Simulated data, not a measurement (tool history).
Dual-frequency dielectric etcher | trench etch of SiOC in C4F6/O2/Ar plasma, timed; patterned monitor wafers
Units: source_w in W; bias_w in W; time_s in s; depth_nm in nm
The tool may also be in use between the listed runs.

run 1 hour=0 | source_w=410 bias_w=136 time_s=25.5 | depth_nm=50.937
run 2 hour=4.9 | source_w=420 bias_w=137 time_s=25.5 | depth_nm=51.418
run 3 hour=10.5 | source_w=420 bias_w=156 time_s=25.5 | depth_nm=52.885
run 4 hour=13.9 | source_w=380 bias_w=156 time_s=25.5 | depth_nm=50.69
run 5 hour=15.1 | source_w=390 bias_w=157 time_s=25.5 | depth_nm=51.044
run 6 hour=20.1 | source_w=400 bias_w=158 time_s=25.5 | depth_nm=51.688

Run 7 comes next. What will it give?
run 7 hour=24.5 | source_w=400 bias_w=158 time_s=25.5 | depth_nm=?

depth_nm: 51.925 nm

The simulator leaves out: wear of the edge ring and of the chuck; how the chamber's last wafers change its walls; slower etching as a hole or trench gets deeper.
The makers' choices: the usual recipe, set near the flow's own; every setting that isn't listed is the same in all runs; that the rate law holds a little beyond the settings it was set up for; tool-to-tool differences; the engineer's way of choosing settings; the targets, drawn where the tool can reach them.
